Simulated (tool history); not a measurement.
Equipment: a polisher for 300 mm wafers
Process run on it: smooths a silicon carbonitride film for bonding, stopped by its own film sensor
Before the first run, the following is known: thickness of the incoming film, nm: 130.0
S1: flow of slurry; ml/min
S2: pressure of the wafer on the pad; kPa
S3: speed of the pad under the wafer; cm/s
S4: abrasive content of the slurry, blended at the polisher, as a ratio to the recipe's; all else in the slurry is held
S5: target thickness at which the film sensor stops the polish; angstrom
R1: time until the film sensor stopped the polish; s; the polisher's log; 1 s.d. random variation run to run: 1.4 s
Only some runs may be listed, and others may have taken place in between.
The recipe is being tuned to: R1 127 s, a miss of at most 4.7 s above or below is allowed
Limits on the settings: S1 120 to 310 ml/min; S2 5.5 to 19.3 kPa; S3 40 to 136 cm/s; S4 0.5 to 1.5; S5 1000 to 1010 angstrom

run,day,S1,S2,S3,S4,S5,R1
1,0,200,12.4,88,1,1010,188.63
2,0.338,200,12.4,70,1,1010,215.52
3,0.696,225,12.4,70,1,1010,217.79
4,0.946,225,9.7,70,1,1010,272.32
5,1.262,225,12.4,72,1,1010,215.45
6,1.525,225,14.5,74,1,1010,179.02
7,1.746,225,15.9,74,1,1010,163.43
8,1.771,225,17.2,74,1,1010,151.43
9,2.133,225,17.9,76,1,1010,146.77
10,2.433,225,18.6,78,1,1010,135.4

Consider the 4 candidate settings below. Which is the only one whose results all fall within their allowed miss of target?
A,2.733,280,19.3,74,1.2,1010,?
B,2.733,145,19.3,102,0.95,1010,?
C,2.733,205,18.6,78,0.95,1000,?
D,2.733,210,19.3,70,1.05,1000,?

move,R1
A,125.32
B,118.28
C,143.74
D,143.54
A: all results in spec
B: takes the result that was furthest off past its target
C: the biggest miss grows against the last run
D: the biggest miss grows against the last run
A meets every target.

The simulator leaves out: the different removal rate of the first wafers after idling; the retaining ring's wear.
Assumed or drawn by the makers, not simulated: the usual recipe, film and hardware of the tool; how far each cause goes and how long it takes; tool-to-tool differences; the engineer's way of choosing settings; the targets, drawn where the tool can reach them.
